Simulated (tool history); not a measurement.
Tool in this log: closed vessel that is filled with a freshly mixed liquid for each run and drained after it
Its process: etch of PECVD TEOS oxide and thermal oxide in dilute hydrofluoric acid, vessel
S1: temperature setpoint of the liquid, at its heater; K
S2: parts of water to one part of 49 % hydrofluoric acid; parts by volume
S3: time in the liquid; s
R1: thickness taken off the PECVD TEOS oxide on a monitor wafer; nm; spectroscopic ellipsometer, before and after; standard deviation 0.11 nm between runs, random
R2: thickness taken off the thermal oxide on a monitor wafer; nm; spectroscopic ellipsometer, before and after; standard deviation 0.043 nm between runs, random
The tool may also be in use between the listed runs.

run  hour      S1   S2   S3      R1      R2
  1   0.0  294.15  150  135  18.816  3.5619
  2   3.2  296.15  150  135  20.375  3.9173
  3   7.7  297.15  150  135  21.226  4.0369
  4  14.7  298.15  150  135  21.941  4.1950
  5  18.3  299.15  150  135  22.515  4.4140
  6  27.3  299.15  130  135  27.086  5.1535
  7  31.1  298.65  130  135  26.176  5.0436

Estimate the outcome of run 8 from the log above:
  8  35.0  298.15  130  135   ?   ?

{"run 8": {"R1": 25.839, "R2": 4.9585}}

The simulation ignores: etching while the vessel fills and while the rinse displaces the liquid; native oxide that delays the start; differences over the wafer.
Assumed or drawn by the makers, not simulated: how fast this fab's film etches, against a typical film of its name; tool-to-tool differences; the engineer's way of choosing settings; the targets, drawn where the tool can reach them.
